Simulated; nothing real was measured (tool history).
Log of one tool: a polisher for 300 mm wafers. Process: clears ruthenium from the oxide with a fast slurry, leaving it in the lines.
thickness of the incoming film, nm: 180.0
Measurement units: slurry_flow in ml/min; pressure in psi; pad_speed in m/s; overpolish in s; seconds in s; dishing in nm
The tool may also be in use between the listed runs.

Run 1, hour 0.0: slurry_flow 130 ml/min, pressure 1.8 psi, pad_speed 0.88 m/s, slurry_solids 1.0, overpolish 22 s. Result: seconds 88.248 s, dishing 36.465 nm.
Run 2, hour 3.5: slurry_flow 130 ml/min, pressure 1.9 psi, pad_speed 0.88 m/s, slurry_solids 1.0, overpolish 23 s. Result: seconds 82.966 s, dishing 40.924 nm.
Run 3, hour 5.2: slurry_flow 130 ml/min, pressure 1.9 psi, pad_speed 0.88 m/s, slurry_solids 0.9, overpolish 23 s. Result: seconds 89.208 s, dishing 38.393 nm.
Run 4, hour 9.3: slurry_flow 130 ml/min, pressure 2.0 psi, pad_speed 0.88 m/s, slurry_solids 0.9, overpolish 24 s. Result: seconds 85.593 s, dishing 41.247 nm.
Run 5, hour 16.2: slurry_flow 130 ml/min, pressure 1.7 psi, pad_speed 0.88 m/s, slurry_solids 0.9, overpolish 24 s. Result: seconds 100.950 s, dishing 35.604 nm.
Run 6, hour 20.7: slurry_flow 130 ml/min, pressure 1.7 psi, pad_speed 0.88 m/s, slurry_solids 1.1, overpolish 24 s. Result: seconds 89.790 s, dishing 39.622 nm.
Run 7, hour 29.4: slurry_flow 130 ml/min, pressure 1.8 psi, pad_speed 0.88 m/s, slurry_solids 1.1, overpolish 25 s. Result: seconds 81.773 s, dishing 43.568 nm.
Run 8, hour 35.9: slurry_flow 130 ml/min, pressure 1.8 psi, pad_speed 0.88 m/s, slurry_solids 1.1, overpolish 25 s. Result: seconds 81.631 s, dishing 43.723 nm.

Forecast run 9:
Run 9, hour 38.3: slurry_flow 130 ml/min, pressure 1.9 psi, pad_speed 0.88 m/s, slurry_solids 1.1, overpolish 26 s. Result: seconds ?, dishing ?.

seconds: 80.596 s
dishing: 46.868 nm

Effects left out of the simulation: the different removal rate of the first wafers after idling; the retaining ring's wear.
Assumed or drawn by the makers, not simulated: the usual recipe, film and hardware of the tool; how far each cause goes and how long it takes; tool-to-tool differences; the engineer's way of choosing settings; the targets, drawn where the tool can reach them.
